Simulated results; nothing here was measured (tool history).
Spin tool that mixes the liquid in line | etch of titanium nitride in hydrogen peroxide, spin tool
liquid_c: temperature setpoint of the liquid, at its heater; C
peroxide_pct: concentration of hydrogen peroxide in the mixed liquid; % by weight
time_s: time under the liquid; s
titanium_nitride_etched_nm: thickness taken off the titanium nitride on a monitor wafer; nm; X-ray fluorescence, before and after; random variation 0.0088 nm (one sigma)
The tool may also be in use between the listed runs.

run  hour  liquid_c  peroxide_pct  time_s  titanium_nitride_etched_nm
  1     0        49            21      90                      3.0077
  2   8.2      45.5            21      90                       2.321
  3  16.9      45.5            21      90                      2.3315
  4  20.3        45            21      90                      2.2503
  5  25.9        45            24      90                      2.2996
  6  27.8        39            24      90                       1.467
  7  34.9      39.5            24      90                      1.5125

Forecast run 8:
  8  42.9        40            24      90                           ?

{"run 8": {"titanium_nitride_etched_nm": 1.5976}}

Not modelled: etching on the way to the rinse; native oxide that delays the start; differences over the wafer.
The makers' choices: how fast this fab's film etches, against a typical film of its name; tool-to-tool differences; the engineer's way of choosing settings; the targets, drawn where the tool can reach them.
